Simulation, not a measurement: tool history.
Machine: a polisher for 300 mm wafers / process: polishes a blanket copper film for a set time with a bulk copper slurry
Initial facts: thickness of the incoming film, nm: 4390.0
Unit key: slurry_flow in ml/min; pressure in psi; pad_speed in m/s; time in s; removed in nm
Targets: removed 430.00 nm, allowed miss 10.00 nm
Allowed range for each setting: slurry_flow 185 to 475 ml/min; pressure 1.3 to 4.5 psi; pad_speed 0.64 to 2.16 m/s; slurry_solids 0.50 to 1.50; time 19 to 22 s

Run 1, hour 0.0: slurry_flow 305 ml/min, pressure 2.9 psi, pad_speed 1.40 m/s, slurry_solids 1.00, time 22 s. Result: removed 361.79 nm.
Run 2, hour 8.6: slurry_flow 310 ml/min, pressure 3.1 psi, pad_speed 1.40 m/s, slurry_solids 1.00, time 22 s. Result: removed 382.08 nm.
Run 3, hour 11.2: slurry_flow 310 ml/min, pressure 3.2 psi, pad_speed 1.40 m/s, slurry_solids 1.00, time 22 s. Result: removed 394.99 nm.
Run 4, hour 19.8: slurry_flow 310 ml/min, pressure 3.3 psi, pad_speed 1.40 m/s, slurry_solids 1.00, time 22 s. Result: removed 401.63 nm.
Run 5, hour 26.5: slurry_flow 310 ml/min, pressure 3.3 psi, pad_speed 1.40 m/s, slurry_solids 0.85, time 22 s. Result: removed 393.91 nm.
Run 6, hour 33.6: slurry_flow 310 ml/min, pressure 3.3 psi, pad_speed 1.40 m/s, slurry_solids 0.85, time 22 s. Result: removed 394.18 nm.
Run 7, hour 42.1: slurry_flow 310 ml/min, pressure 3.4 psi, pad_speed 1.40 m/s, slurry_solids 0.85, time 22 s. Result: removed 404.36 nm.
Run 8, hour 43.2: slurry_flow 310 ml/min, pressure 3.5 psi, pad_speed 1.40 m/s, slurry_solids 0.85, time 22 s. Result: removed 416.61 nm.

Exercise: of the 5 proposed moves below, exactly one satisfies all targets within the stated allowed misses. Which move is it?
Run A, hour 44.3: slurry_flow 345 ml/min, pressure 3.4 psi, pad_speed 1.54 m/s, slurry_solids 0.90, time 22 s. Result: removed ?.
Run B, hour 44.3: slurry_flow 370 ml/min, pressure 4.0 psi, pad_speed 1.26 m/s, slurry_solids 0.60, time 22 s. Result: removed ?.
Run C, hour 44.3: slurry_flow 320 ml/min, pressure 3.4 psi, pad_speed 1.54 m/s, slurry_solids 0.85, time 22 s. Result: removed ?.
Run D, hour 44.3: slurry_flow 340 ml/min, pressure 3.6 psi, pad_speed 1.40 m/s, slurry_solids 0.85, time 22 s. Result: removed ?.
Run E, hour 44.3: slurry_flow 235 ml/min, pressure 3.1 psi, pad_speed 1.90 m/s, slurry_solids 0.50, time 22 s. Result: removed ?.

move  removed
   A   455.61
   B   410.44
   C   448.72
   D   434.09
   E   449.92
A: moves the result that the last run missed by most past its target, out the other side
B: lands further from the targets than the last run did
C: moves the result that the last run missed by most past its target, out the other side
D: meets every target
E: moves the result that the last run missed by most past its target, out the other side
So the answer is move D, the one that meets all the targets.
